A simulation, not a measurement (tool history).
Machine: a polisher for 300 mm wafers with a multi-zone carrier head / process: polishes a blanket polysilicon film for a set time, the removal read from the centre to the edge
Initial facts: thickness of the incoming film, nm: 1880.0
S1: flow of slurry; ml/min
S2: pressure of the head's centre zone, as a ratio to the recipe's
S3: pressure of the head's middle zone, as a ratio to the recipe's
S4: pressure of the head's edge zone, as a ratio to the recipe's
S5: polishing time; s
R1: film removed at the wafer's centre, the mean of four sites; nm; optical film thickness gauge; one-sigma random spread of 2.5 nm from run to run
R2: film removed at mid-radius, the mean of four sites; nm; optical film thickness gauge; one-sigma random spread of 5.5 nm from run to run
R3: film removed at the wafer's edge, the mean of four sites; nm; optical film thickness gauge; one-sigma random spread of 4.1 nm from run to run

Run 1, hour 0.0: S1 260 ml/min, S2 1.00, S3 1.00, S4 1.00, S5 71 s. Result: R1 370.72 nm, R2 337.15 nm, R3 365.35 nm.
Run 2, hour 7.8: S1 260 ml/min, S2 1.00, S3 1.00, S4 1.03, S5 71 s. Result: R1 367.24 nm, R2 349.56 nm, R3 364.98 nm.
Run 3, hour 13.7: S1 260 ml/min, S2 1.00, S3 1.00, S4 1.03, S5 61 s. Result: R1 316.08 nm, R2 304.98 nm, R3 317.13 nm.
Run 4, hour 14.5: S1 255 ml/min, S2 0.98, S3 0.99, S4 1.06, S5 67 s. Result: R1 338.84 nm, R2 329.74 nm, R3 348.78 nm.
Run 5, hour 16.6: S1 260 ml/min, S2 0.96, S3 0.98, S4 1.09, S5 71 s. Result: R1 356.46 nm, R2 349.09 nm, R3 374.74 nm.
Run 6, hour 20.4: S1 265 ml/min, S2 0.94, S3 0.97, S4 1.11, S5 74 s. Result: R1 359.92 nm, R2 346.47 nm, R3 398.70 nm.
Run 7, hour 26.5: S1 275 ml/min, S2 0.94, S3 0.99, S4 1.13, S5 76 s. Result: R1 373.28 nm, R2 365.66 nm, R3 412.83 nm.
Run 8, hour 33.8: S1 280 ml/min, S2 0.94, S3 1.01, S4 1.14, S5 77 s. Result: R1 384.13 nm, R2 378.60 nm, R3 416.34 nm.

The next listed run, before its measurement:
Run 9, hour 41.1: S1 280 ml/min, S2 0.93, S3 1.02, S4 1.15, S5 79 s. Result: R1 ?, R2 ?, R3 ?.

{"run 9": {"R1": 386.47, "R2": 400.78, "R3": 429.93}}
